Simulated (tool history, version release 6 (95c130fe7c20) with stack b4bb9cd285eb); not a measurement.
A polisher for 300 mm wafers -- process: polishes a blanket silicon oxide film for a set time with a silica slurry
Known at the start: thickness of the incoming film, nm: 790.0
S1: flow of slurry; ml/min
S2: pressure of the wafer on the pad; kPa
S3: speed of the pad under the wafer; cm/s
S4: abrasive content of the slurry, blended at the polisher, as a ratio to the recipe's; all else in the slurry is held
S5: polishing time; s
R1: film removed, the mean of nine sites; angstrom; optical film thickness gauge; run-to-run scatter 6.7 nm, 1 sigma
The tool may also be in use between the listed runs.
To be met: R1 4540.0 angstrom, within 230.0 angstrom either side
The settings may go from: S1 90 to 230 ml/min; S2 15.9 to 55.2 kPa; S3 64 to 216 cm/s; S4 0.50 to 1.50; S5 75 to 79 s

Run 1, hour 0.0: S1 150 ml/min, S2 35.2 kPa, S3 140 cm/s, S4 1.00, S5 75 s. Result: R1 3450.2 angstrom.
Run 2, hour 1.6: S1 150 ml/min, S2 36.5 kPa, S3 140 cm/s, S4 1.00, S5 75 s. Result: R1 3589.0 angstrom.
Run 3, hour 3.7: S1 150 ml/min, S2 37.9 kPa, S3 140 cm/s, S4 1.00, S5 75 s. Result: R1 3775.0 angstrom.
Run 4, hour 11.7: S1 150 ml/min, S2 38.6 kPa, S3 140 cm/s, S4 1.00, S5 75 s. Result: R1 3765.6 angstrom.
Run 5, hour 20.3: S1 150 ml/min, S2 38.6 kPa, S3 140 cm/s, S4 0.90, S5 75 s. Result: R1 3630.7 angstrom.
Run 6, hour 28.9: S1 150 ml/min, S2 38.6 kPa, S3 140 cm/s, S4 0.90, S5 75 s. Result: R1 3523.5 angstrom.
Run 7, hour 37.8: S1 150 ml/min, S2 40.0 kPa, S3 140 cm/s, S4 0.90, S5 75 s. Result: R1 3664.0 angstrom.
Run 8, hour 43.9: S1 150 ml/min, S2 41.4 kPa, S3 140 cm/s, S4 0.90, S5 75 s. Result: R1 3783.3 angstrom.
Run 9, hour 48.9: S1 150 ml/min, S2 42.7 kPa, S3 140 cm/s, S4 0.90, S5 75 s. Result: R1 3938.7 angstrom.
Run 10, hour 52.6: S1 150 ml/min, S2 43.4 kPa, S3 140 cm/s, S4 0.90, S5 75 s. Result: R1 3959.0 angstrom.
Run 11, hour 54.6: S1 150 ml/min, S2 44.1 kPa, S3 140 cm/s, S4 0.90, S5 75 s. Result: R1 3963.0 angstrom.
Run 12, hour 59.4: S1 150 ml/min, S2 44.8 kPa, S3 140 cm/s, S4 0.90, S5 75 s. Result: R1 4169.1 angstrom.
Run 13, hour 60.4: S1 150 ml/min, S2 45.5 kPa, S3 140 cm/s, S4 0.90, S5 75 s. Result: R1 4186.1 angstrom.

Exactly one of the 4 candidate moves below puts every result within its allowed miss. Which one?
Run A, hour 61.4: S1 165 ml/min, S2 55.2 kPa, S3 106 cm/s, S4 0.75, S5 79 s. Result: R1 ?.
Run B, hour 61.4: S1 125 ml/min, S2 52.4 kPa, S3 108 cm/s, S4 0.85, S5 79 s. Result: R1 ?.
Run C, hour 61.4: S1 160 ml/min, S2 51.0 kPa, S3 134 cm/s, S4 0.85, S5 78 s. Result: R1 ?.
Run D, hour 61.4: S1 160 ml/min, S2 42.7 kPa, S3 136 cm/s, S4 0.85, S5 75 s. Result: R1 ?.

move      R1
   A  3805.8
   B  3822.6
   C  4504.7
   D  3682.6
A: further off than the last run
B: further off than the last run
C: every result lands within tolerance
D: further off than the last run
Move C is the one to make.
